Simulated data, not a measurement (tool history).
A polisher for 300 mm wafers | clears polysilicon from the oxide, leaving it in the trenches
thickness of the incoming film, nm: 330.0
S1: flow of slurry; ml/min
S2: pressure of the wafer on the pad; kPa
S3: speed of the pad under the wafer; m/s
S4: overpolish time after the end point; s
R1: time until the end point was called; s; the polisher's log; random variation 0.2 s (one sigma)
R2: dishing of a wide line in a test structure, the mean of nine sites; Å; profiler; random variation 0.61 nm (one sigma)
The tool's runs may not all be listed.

{"run": 1, "day": 0.0, "S1": 205, "S2": 15.2, "S3": 1.24, "S4": 11, "R1": 19.036, "R2": 599.15}
{"run": 2, "day": 0.121, "S1": 205, "S2": 15.2, "S3": 1.12, "S4": 11, "R1": 20.748, "R2": 590.79}
{"run": 3, "day": 0.492, "S1": 205, "S2": 15.2, "S3": 1.36, "S4": 11, "R1": 18.299, "R2": 586.81}
{"run": 4, "day": 0.8, "S1": 205, "S2": 14.5, "S3": 1.52, "S4": 9, "R1": 17.589, "R2": 579.58}
{"run": 5, "day": 1.121, "S1": 185, "S2": 13.8, "S3": 1.62, "S4": 7, "R1": 17.596, "R2": 543.54}
{"run": 6, "day": 1.167, "S1": 185, "S2": 12.4, "S3": 1.62, "S4": 7, "R1": 19.116, "R2": 556.9}
{"run": 7, "day": 1.346, "S1": 170, "S2": 15.2, "S3": 1.36, "S4": 6, "R1": 19.392, "R2": 525.57}
{"run": 8, "day": 1.438, "S1": 160, "S2": 17.2, "S3": 1.2, "S4": 5, "R1": 18.896, "R2": 489.17}
{"run": 9, "day": 1.725, "S1": 150, "S2": 19.3, "S3": 1.08, "S4": 4, "R1": 18.817, "R2": 422.88}
{"run": 10, "day": 1.838, "S1": 150, "S2": 20.0, "S3": 1.06, "S4": 4, "R1": 18.558, "R2": 418.65}

Forecast run 11:
{"run": 11, "day": 2.171, "S1": 150, "S2": 20.7, "S3": 1.04, "S4": 4, "R1": "?", "R2": "?"}

R1: 18.220 s
R2: 433.66 Å
